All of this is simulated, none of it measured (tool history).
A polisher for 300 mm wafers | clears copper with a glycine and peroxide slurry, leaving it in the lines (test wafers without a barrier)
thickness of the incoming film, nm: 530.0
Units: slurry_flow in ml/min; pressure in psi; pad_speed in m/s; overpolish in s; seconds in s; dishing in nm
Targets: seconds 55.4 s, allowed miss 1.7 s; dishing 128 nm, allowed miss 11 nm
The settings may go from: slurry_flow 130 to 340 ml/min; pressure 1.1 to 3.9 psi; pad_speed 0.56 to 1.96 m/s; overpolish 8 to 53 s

run,day,slurry_flow,pressure,pad_speed,overpolish,seconds,dishing
1,0,220,2.5,1.26,27,78.243,86.287
2,0.1,220,2.6,1.26,28,75.271,91.566
3,0.238,220,2.3,1.26,28,82.196,87.581
4,0.304,220,2.4,1.26,29,80.449,92.637
5,0.654,220,2.5,1.26,30,76.968,93.349
6,0.717,220,2.5,1.1,30,86.431,86.574
7,1.033,220,2.5,1.1,30,85.484,87.571
8,1.275,220,2.6,1.1,31,84.221,90.444
9,1.529,220,2.7,1.1,32,80.92,97.391
10,1.7,220,2.8,1.1,32,79.765,97.849
11,1.975,220,2.9,1.12,32,76.826,103.45
12,2.029,220,3,1.14,31,72.614,102.27

Which of these 4 next moves meets every target?
A,2.083,270,3.8,1.2,35,?,?
B,2.083,225,2.5,1.68,51,?,?
C,2.083,220,3.3,1.28,41,?,?
D,2.083,235,3,0.92,28,?,?

move,seconds,dishing
A,55.126,126.67
B,60.223,126.8
C,60.047,127.38
D,85.75,90.271
A: meets every target
B: nearer than the last run, and not there yet
C: nearer than the last run, and not there yet
D: further off than the last run
Answer: A
